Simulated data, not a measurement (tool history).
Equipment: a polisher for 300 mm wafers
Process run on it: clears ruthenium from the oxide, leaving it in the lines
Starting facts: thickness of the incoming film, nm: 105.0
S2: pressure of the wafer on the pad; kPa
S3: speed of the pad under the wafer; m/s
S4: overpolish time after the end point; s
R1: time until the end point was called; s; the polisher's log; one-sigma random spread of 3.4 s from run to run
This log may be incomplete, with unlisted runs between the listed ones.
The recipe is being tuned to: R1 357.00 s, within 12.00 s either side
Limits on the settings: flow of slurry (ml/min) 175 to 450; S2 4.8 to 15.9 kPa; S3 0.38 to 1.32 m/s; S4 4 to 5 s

run 1 hour=0.0 | flow_of_slurry_(ml/min)=290 S2=10.3 S3=0.84 S4=5 | R1=138.05
run 2 hour=3.6 | flow_of_slurry_(ml/min)=290 S2=9.7 S3=0.80 S4=5 | R1=153.30
run 3 hour=5.6 | flow_of_slurry_(ml/min)=290 S2=9.7 S3=0.80 S4=4 | R1=153.25
run 4 hour=13.6 | flow_of_slurry_(ml/min)=360 S2=9.7 S3=0.80 S4=4 | R1=151.54
run 5 hour=19.1 | flow_of_slurry_(ml/min)=360 S2=9.7 S3=0.80 S4=4 | R1=152.90
run 6 hour=25.8 | flow_of_slurry_(ml/min)=330 S2=9.7 S3=0.80 S4=4 | R1=153.16
run 7 hour=34.8 | flow_of_slurry_(ml/min)=330 S2=9.0 S3=0.76 S4=4 | R1=170.14
run 8 hour=38.2 | flow_of_slurry_(ml/min)=330 S2=8.3 S3=0.72 S4=4 | R1=195.54
run 9 hour=45.9 | flow_of_slurry_(ml/min)=330 S2=7.6 S3=0.70 S4=4 | R1=214.70
run 10 hour=50.4 | flow_of_slurry_(ml/min)=330 S2=7.6 S3=0.68 S4=4 | R1=225.39
run 11 hour=52.8 | flow_of_slurry_(ml/min)=330 S2=7.6 S3=0.66 S4=4 | R1=232.68
run 12 hour=60.8 | flow_of_slurry_(ml/min)=330 S2=7.6 S3=0.64 S4=4 | R1=237.43
run 13 hour=61.3 | flow_of_slurry_(ml/min)=330 S2=6.2 S3=0.58 S4=4 | R1=317.59

Pick the move, out of 4, that brings all results within their allowed miss; only one does.
run A hour=61.8 | flow_of_slurry_(ml/min)=285 S2=7.6 S3=0.56 S4=4 | R1=?
run B hour=61.8 | flow_of_slurry_(ml/min)=275 S2=5.5 S3=0.58 S4=4 | R1=?
run C hour=61.8 | flow_of_slurry_(ml/min)=270 S2=7.6 S3=0.58 S4=5 | R1=?
run D hour=61.8 | flow_of_slurry_(ml/min)=330 S2=5.5 S3=0.54 S4=4 | R1=?

move=A R1=277.61
move=B R1=364.97
move=C R1=270.01
move=D R1=383.87
A: moves away from the targets compared with the last run
B: all results in spec
C: moves away from the targets compared with the last run
D: moves the result that the last run missed by most past its target, out the other side
So the answer is move B, the one that meets all the targets.
